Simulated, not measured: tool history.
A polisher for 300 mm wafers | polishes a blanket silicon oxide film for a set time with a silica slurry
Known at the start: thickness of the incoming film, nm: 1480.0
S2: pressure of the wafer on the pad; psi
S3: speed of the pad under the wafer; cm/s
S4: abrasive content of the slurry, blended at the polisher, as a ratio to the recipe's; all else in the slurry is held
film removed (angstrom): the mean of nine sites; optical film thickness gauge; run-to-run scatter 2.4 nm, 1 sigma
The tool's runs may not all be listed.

{"run": 1, "hour": 0.0, "flow of slurry (ml/min)": 310, "S2": 3.8, "S3": 144, "S4": 1.0, "polishing time (s)": 88, "film removed (angstrom)": 3605.6}
{"run": 2, "hour": 3.3, "flow of slurry (ml/min)": 310, "S2": 3.5, "S3": 138, "S4": 1.0, "polishing time (s)": 88, "film removed (angstrom)": 3212.7}
{"run": 3, "hour": 7.5, "flow of slurry (ml/min)": 310, "S2": 3.2, "S3": 132, "S4": 1.0, "polishing time (s)": 88, "film removed (angstrom)": 2887.8}
{"run": 4, "hour": 8.6, "flow of slurry (ml/min)": 310, "S2": 3.2, "S3": 146, "S4": 1.0, "polishing time (s)": 88, "film removed (angstrom)": 3082.8}
{"run": 5, "hour": 12.7, "flow of slurry (ml/min)": 310, "S2": 3.2, "S3": 132, "S4": 1.0, "polishing time (s)": 88, "film removed (angstrom)": 2849.6}
{"run": 6, "hour": 19.2, "flow of slurry (ml/min)": 310, "S2": 3.0, "S3": 128, "S4": 1.0, "polishing time (s)": 88, "film removed (angstrom)": 2631.5}
{"run": 7, "hour": 27.9, "flow of slurry (ml/min)": 310, "S2": 2.8, "S3": 126, "S4": 1.0, "polishing time (s)": 88, "film removed (angstrom)": 2390.3}
{"run": 8, "hour": 30.4, "flow of slurry (ml/min)": 310, "S2": 2.6, "S3": 126, "S4": 1.0, "polishing time (s)": 88, "film removed (angstrom)": 2215.4}
{"run": 9, "hour": 34.7, "flow of slurry (ml/min)": 310, "S2": 2.6, "S3": 126, "S4": 1.0, "polishing time (s)": 88, "film removed (angstrom)": 2230.0}

Run 10, settings as shown, results not yet in. Your forecast:
{"run": 10, "hour": 38.8, "flow of slurry (ml/min)": 310, "S2": 2.6, "S3": 126, "S4": 1.0, "polishing time (s)": 88, "film removed (angstrom)": "?"}

Run 10 yielded film removed (angstrom) 2255.1.
